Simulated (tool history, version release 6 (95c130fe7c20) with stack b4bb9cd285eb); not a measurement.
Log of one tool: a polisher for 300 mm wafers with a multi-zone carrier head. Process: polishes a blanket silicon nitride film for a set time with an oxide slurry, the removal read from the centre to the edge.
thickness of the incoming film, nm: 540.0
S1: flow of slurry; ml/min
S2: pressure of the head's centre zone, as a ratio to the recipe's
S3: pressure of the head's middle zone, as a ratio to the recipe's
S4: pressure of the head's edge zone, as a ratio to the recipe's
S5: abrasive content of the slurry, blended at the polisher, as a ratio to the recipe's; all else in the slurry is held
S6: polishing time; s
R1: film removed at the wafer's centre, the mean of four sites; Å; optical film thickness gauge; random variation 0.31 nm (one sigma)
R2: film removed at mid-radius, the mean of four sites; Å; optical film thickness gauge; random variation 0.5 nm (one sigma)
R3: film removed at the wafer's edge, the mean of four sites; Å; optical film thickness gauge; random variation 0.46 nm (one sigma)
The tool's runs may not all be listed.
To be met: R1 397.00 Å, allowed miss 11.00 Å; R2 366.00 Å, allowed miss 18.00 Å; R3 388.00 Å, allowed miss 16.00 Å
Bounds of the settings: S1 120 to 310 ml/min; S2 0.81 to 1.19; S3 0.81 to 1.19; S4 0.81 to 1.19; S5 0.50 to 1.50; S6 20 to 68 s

{"run": 1, "hour": 0.0, "S1": 200, "S2": 1.0, "S3": 1.0, "S4": 1.0, "S5": 1.0, "S6": 44, "R1": 333.12, "R2": 332.52, "R3": 332.73}
{"run": 2, "hour": 1.3, "S1": 200, "S2": 1.0, "S3": 0.95, "S4": 1.0, "S5": 1.0, "S6": 44, "R1": 330.97, "R2": 315.58, "R3": 331.44}
{"run": 3, "hour": 5.3, "S1": 200, "S2": 1.04, "S3": 0.95, "S4": 1.0, "S5": 1.0, "S6": 44, "R1": 344.53, "R2": 321.38, "R3": 332.87}
{"run": 4, "hour": 6.0, "S1": 245, "S2": 1.04, "S3": 0.95, "S4": 1.0, "S5": 1.0, "S6": 44, "R1": 355.1, "R2": 323.0, "R3": 336.57}
{"run": 5, "hour": 7.3, "S1": 245, "S2": 1.05, "S3": 0.96, "S4": 1.02, "S5": 1.05, "S6": 44, "R1": 369.31, "R2": 333.7, "R3": 344.9}
{"run": 6, "hour": 9.8, "S1": 245, "S2": 1.11, "S3": 0.96, "S4": 1.02, "S5": 1.05, "S6": 44, "R1": 381.49, "R2": 340.25, "R3": 346.55}
{"run": 7, "hour": 16.9, "S1": 245, "S2": 1.11, "S3": 0.96, "S4": 1.04, "S5": 1.05, "S6": 44, "R1": 383.9, "R2": 339.85, "R3": 348.0}
{"run": 8, "hour": 19.8, "S1": 245, "S2": 1.1, "S3": 0.96, "S4": 1.06, "S5": 1.1, "S6": 44, "R1": 385.58, "R2": 340.37, "R3": 357.84}
{"run": 9, "hour": 27.4, "S1": 245, "S2": 1.1, "S3": 0.97, "S4": 1.07, "S5": 1.1, "S6": 44, "R1": 395.38, "R2": 345.93, "R3": 357.85}
{"run": 10, "hour": 33.8, "S1": 240, "S2": 1.08, "S3": 0.97, "S4": 1.07, "S5": 1.15, "S6": 44, "R1": 387.65, "R2": 353.4, "R3": 368.12}

4 next moves are on the table. One of them brings every result within its allowed miss. Which?
{"run": "A", "hour": 40.2, "S1": 210, "S2": 1.08, "S3": 0.99, "S4": 0.89, "S5": 1.05, "S6": 48, "R1": "?", "R2": "?", "R3": "?"}
{"run": "B", "hour": 40.2, "S1": 270, "S2": 1.04, "S3": 0.93, "S4": 1.05, "S5": 1.2, "S6": 42, "R1": "?", "R2": "?", "R3": "?"}
{"run": "C", "hour": 40.2, "S1": 235, "S2": 1.04, "S3": 0.9, "S4": 1.05, "S5": 1.05, "S6": 46, "R1": "?", "R2": "?", "R3": "?"}
{"run": "D", "hour": 40.2, "S1": 260, "S2": 1.04, "S3": 0.94, "S4": 1.02, "S5": 1.25, "S6": 45, "R1": "?", "R2": "?", "R3": "?"}

move=A R1=398.43 R2=376.46 R3=352.08
move=B R1=368.56 R2=340.98 R3=360.89
move=C R1=375.10 R2=338.41 R3=369.75
move=D R1=399.32 R2=372.92 R3=385.99
A: further off than the last run
B: further off than the last run
C: further off than the last run
D: meets every target
Move D is the one to make.
